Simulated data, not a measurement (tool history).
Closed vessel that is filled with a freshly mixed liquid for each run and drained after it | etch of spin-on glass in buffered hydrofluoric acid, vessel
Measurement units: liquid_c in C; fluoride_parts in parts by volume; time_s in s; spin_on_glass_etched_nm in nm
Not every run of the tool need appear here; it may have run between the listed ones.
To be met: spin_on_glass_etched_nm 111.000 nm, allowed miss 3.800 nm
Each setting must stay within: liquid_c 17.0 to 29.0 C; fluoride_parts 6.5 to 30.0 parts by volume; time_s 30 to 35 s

run    day  liquid_c  fluoride_parts  time_s  spin_on_glass_etched_nm
  1  0.000      21.0            19.5      35                   70.697
  2  0.233      21.0            19.5      35                   71.646
  3  0.383      18.5            19.5      35                   61.830
  4  0.708      21.0            19.5      35                   71.312
  5  0.938      21.0            19.5      35                   71.375
  6  1.158      22.5            19.5      35                   78.038
  7  1.542      24.0            19.5      35                   83.631
  8  1.771      25.0            19.5      35                   87.794
  9  2.096      26.0            19.5      35                   93.952
 10  2.471      26.5            19.5      35                   95.057
 11  2.725      27.0            19.5      35                   98.177
 12  3.067      27.5            19.5      35                  100.570
     3.158  -- thermometer replaced
 13  3.158      28.0            19.5      35                   91.495
 14  3.396      28.0            18.5      35                   95.718
 15  3.558      28.0            21.5      35                   84.629
 16  3.875      28.0            20.5      35                   87.309

Of the 4 settings listed for the next run, only one would bring every result within its allowed miss of target. Which one?
  A  4.192      25.0            13.5      35                        ?
  B  4.192      27.0            16.5      35                        ?
  C  4.192      29.0            16.0      35                        ?
  D  4.192      28.0            25.5      30                        ?

move  spin_on_glass_etched_nm
   A                  113.720
   B                  104.020
   C                  119.270
   D                   65.905
A: every result within its allowed miss
B: nearer the targets than the last run, but a result is still out of spec
C: carries the result that was furthest off beyond its target, to the other side
D: moves away from the targets compared with the last run
A meets every target.
